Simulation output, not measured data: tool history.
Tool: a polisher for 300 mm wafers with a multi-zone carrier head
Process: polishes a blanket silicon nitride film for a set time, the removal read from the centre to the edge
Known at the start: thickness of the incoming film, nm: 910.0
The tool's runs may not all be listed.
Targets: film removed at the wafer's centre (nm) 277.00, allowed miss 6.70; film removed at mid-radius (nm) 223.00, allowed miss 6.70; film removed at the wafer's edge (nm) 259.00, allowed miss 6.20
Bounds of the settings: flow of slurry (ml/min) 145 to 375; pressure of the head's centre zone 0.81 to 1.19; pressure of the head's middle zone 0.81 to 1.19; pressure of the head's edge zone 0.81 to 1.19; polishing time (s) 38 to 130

| run | hour | flow of slurry (ml/min) | pressure of the head's centre zone | pressure of the head's middle zone | pressure of the head's edge zone | polishing time (s) | film removed at the wafer's centre (nm) | film removed at mid-radius (nm) | film removed at the wafer's edge (nm) |
|---|---|---|---|---|---|---|---|---|---|
| 1 | 0.0 | 240 | 1.00 | 1.00 | 1.00 | 84 | 181.72 | 185.70 | 182.97 |
| 2 | 3.0 | 240 | 1.00 | 1.00 | 1.08 | 84 | 179.43 | 184.25 | 185.39 |
| 3 | 6.8 | 245 | 1.01 | 0.98 | 1.09 | 87 | 188.67 | 186.89 | 193.37 |
| 4 | 12.6 | 245 | 1.01 | 0.98 | 1.09 | 72 | 156.55 | 155.02 | 159.31 |
| 5 | 19.1 | 290 | 1.01 | 0.98 | 1.09 | 72 | 163.84 | 157.99 | 160.81 |
|  | 24.3 | slurry nozzle cleaned |
| 6 | 24.3 | 340 | 1.01 | 0.98 | 1.09 | 72 | 173.10 | 171.19 | 170.82 |
| 7 | 26.8 | 340 | 1.02 | 0.97 | 1.10 | 76 | 185.39 | 177.04 | 179.73 |
| 8 | 34.3 | 340 | 1.03 | 0.96 | 1.11 | 79 | 196.92 | 185.52 | 189.80 |
| 9 | 37.7 | 340 | 1.04 | 0.95 | 1.12 | 81 | 202.06 | 185.54 | 195.48 |
| 10 | 39.0 | 340 | 1.05 | 0.94 | 1.13 | 83 | 210.72 | 185.26 | 197.46 |
| 11 | 42.9 | 295 | 1.04 | 0.86 | 1.19 | 106 | 260.87 | 221.50 | 254.31 |
| 12 | 45.8 | 300 | 1.04 | 0.86 | 1.19 | 106 | 260.40 | 219.33 | 257.44 |
| 13 | 52.7 | 305 | 1.04 | 0.86 | 1.19 | 106 | 262.84 | 222.47 | 253.81 |

4 next moves are on the table. One of them brings every result within its allowed miss. Which?
| A | 59.6 | 310 | 1.02 | 0.95 | 1.16 | 99 | ? | ? | ? |
| B | 59.6 | 335 | 1.17 | 0.93 | 1.06 | 101 | ? | ? | ? |
| C | 59.6 | 375 | 1.06 | 0.82 | 1.09 | 108 | ? | ? | ? |
| D | 59.6 | 310 | 0.96 | 0.83 | 1.19 | 108 | ? | ? | ? |

| move | film removed at the wafer's centre (nm) | film removed at mid-radius (nm) | film removed at the wafer's edge (nm) |
|---|---|---|---|
| A | 240.79 | 230.60 | 238.92 |
| B | 284.05 | 232.46 | 237.85 |
| C | 277.45 | 226.13 | 258.75 |
| D | 246.91 | 225.03 | 263.35 |
A: further off than the last run
B: takes the result that was furthest off past its target
C: meets every target
D: further off than the last run
Move C is the one to make.
